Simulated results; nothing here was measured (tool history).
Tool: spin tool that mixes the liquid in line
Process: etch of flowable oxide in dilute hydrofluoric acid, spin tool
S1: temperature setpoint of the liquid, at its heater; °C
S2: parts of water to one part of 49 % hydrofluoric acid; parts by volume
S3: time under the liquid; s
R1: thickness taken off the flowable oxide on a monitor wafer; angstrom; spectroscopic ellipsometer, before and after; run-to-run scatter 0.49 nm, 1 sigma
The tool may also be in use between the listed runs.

| run | hour | S1 | S2 | S3 | R1 |
|---|---|---|---|---|---|
| 1 | 0.0 | 25.0 | 70 | 110 | 710.43 |
| 2 | 1.5 | 25.0 | 70 | 110 | 703.54 |
| 3 | 10.4 | 25.0 | 50 | 110 | 1011.30 |
| 4 | 14.8 | 25.0 | 50 | 120 | 1109.10 |
| 5 | 16.9 | 25.0 | 30 | 120 | 1886.10 |
| 6 | 22.7 | 25.0 | 55 | 120 | 990.24 |
| 7 | 25.2 | 22.5 | 60 | 120 | 822.00 |

Run 8, settings as shown, results not yet in. Your forecast:
| 8 | 26.6 | 21.0 | 60 | 120 | ? |

R1: 773.69 angstrom
